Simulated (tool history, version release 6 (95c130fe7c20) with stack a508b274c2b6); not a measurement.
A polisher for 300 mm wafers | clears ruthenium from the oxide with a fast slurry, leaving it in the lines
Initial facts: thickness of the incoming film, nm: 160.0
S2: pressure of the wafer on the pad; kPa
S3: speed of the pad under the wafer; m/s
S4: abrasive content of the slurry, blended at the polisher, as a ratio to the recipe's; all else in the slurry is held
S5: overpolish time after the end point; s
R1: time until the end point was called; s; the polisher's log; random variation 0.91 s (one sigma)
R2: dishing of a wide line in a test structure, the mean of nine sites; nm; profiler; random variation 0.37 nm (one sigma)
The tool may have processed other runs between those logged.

{"run": 1, "hour": 0.0, "flow of slurry (ml/min)": 280, "S2": 14.5, "S3": 0.78, "S4": 1.0, "S5": 20, "R1": 72.623, "R2": 32.012}
{"run": 2, "hour": 6.6, "flow of slurry (ml/min)": 280, "S2": 14.5, "S3": 0.78, "S4": 1.0, "S5": 16, "R1": 70.948, "R2": 25.976}
{"run": 3, "hour": 13.8, "flow of slurry (ml/min)": 280, "S2": 14.5, "S3": 0.78, "S4": 1.15, "S5": 16, "R1": 66.655, "R2": 28.18}
{"run": 4, "hour": 19.0, "flow of slurry (ml/min)": 280, "S2": 13.8, "S3": 0.78, "S4": 1.15, "S5": 14, "R1": 70.009, "R2": 24.654}
{"run": 5, "hour": 27.2, "flow of slurry (ml/min)": 280, "S2": 15.9, "S3": 0.78, "S4": 1.15, "S5": 14, "R1": 59.876, "R2": 26.872}
{"hour": 28.7, "done": "slurry blender recalibrated"}
{"run": 6, "hour": 28.7, "flow of slurry (ml/min)": 280, "S2": 15.2, "S3": 0.78, "S4": 1.15, "S5": 13, "R1": 55.893, "R2": 26.976}
{"run": 7, "hour": 36.8, "flow of slurry (ml/min)": 280, "S2": 13.8, "S3": 0.78, "S4": 1.15, "S5": 12, "R1": 61.496, "R2": 24.395}
{"run": 8, "hour": 42.8, "flow of slurry (ml/min)": 280, "S2": 12.4, "S3": 0.78, "S4": 1.15, "S5": 11, "R1": 67.858, "R2": 20.478}

Run 9 has not been measured yet. What should we expect?
{"run": 9, "hour": 48.8, "flow of slurry (ml/min)": 280, "S2": 11.7, "S3": 0.78, "S4": 1.15, "S5": 11, "R1": "?", "R2": "?"}

{"run 9": {"R1": 71.586, "R2": 18.681}}
